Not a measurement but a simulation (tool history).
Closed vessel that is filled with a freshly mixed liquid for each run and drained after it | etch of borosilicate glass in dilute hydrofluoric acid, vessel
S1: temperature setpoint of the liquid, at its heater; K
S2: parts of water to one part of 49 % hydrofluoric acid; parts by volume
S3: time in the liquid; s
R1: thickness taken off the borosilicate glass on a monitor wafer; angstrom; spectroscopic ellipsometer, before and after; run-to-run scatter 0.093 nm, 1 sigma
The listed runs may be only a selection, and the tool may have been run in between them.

{"run": 1, "hour": 0.0, "S1": 294.15, "S2": 175, "S3": 85, "R1": 159.54}
{"run": 2, "hour": 1.0, "S1": 294.15, "S2": 225, "S3": 85, "R1": 116.87}
{"run": 3, "hour": 9.8, "S1": 291.15, "S2": 225, "S3": 85, "R1": 103.52}
{"run": 4, "hour": 16.4, "S1": 291.15, "S2": 285, "S3": 85, "R1": 78.2}
{"run": 5, "hour": 20.4, "S1": 291.15, "S2": 285, "S3": 85, "R1": 77.689}
{"run": 6, "hour": 21.0, "S1": 294.15, "S2": 275, "S3": 85, "R1": 91.183}

For run 7, what comes out?
{"run": 7, "hour": 27.8, "S1": 296.15, "S2": 270, "S3": 85, "R1": "?"}

{"run 7": {"R1": 100.16}}
